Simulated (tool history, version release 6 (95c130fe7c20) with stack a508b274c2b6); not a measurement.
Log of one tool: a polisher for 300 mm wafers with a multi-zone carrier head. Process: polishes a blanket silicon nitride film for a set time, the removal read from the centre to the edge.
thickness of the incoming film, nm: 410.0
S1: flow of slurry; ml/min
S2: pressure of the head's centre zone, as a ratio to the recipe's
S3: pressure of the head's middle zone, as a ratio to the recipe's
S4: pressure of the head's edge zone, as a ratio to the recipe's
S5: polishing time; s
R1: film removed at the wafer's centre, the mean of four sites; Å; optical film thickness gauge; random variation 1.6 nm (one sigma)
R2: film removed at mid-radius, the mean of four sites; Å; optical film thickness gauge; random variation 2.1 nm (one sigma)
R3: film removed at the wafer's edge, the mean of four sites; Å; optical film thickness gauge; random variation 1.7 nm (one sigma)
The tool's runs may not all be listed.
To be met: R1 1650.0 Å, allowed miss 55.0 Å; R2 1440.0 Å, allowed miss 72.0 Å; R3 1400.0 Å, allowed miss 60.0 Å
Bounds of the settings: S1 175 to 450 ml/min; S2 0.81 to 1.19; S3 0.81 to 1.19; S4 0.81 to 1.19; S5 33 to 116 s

run,hour,S1,S2,S3,S4,S5,R1,R2,R3
1,0.0,290,1.00,1.00,1.00,74,1243.8,1289.1,1356.8
2,4.3,300,1.04,1.01,0.99,75,1316.9,1329.4,1386.8
3,5.2,300,1.04,1.07,0.99,75,1317.2,1366.6,1374.8
4,6.5,300,1.12,1.07,0.99,75,1391.2,1399.5,1331.7
5,11.8,310,1.14,1.04,0.97,76,1458.5,1400.7,1381.2
6,18.7,310,1.14,1.04,1.05,76,1461.0,1374.3,1379.8
7,27.5,335,1.15,1.04,1.04,76,1456.3,1375.3,1407.7
8,36.1,310,1.16,1.03,1.03,77,1467.5,1419.9,1427.6
9,40.0,390,1.19,1.04,0.93,79,1579.7,1444.3,1417.8

5 next moves are on the table. One of them brings every result within its allowed miss. Which?
A,43.9,410,1.14,0.94,0.99,80,?,?,?
B,43.9,375,1.16,1.06,0.95,79,?,?,?
C,43.9,345,1.19,0.97,1.00,85,?,?,?
D,43.9,420,1.09,1.09,0.93,79,?,?,?
E,43.9,395,1.19,0.97,0.92,81,?,?,?

move,R1,R2,R3
A,1567.0,1411.3,1459.3
B,1563.1,1485.6,1404.9
C,1710.3,1508.2,1543.3
D,1488.0,1522.6,1398.7
E,1647.0,1451.1,1424.1
A: further off than the last run
B: further off than the last run
C: takes the result that was furthest off past its target
D: further off than the last run
E: meets every target
The right move is E.
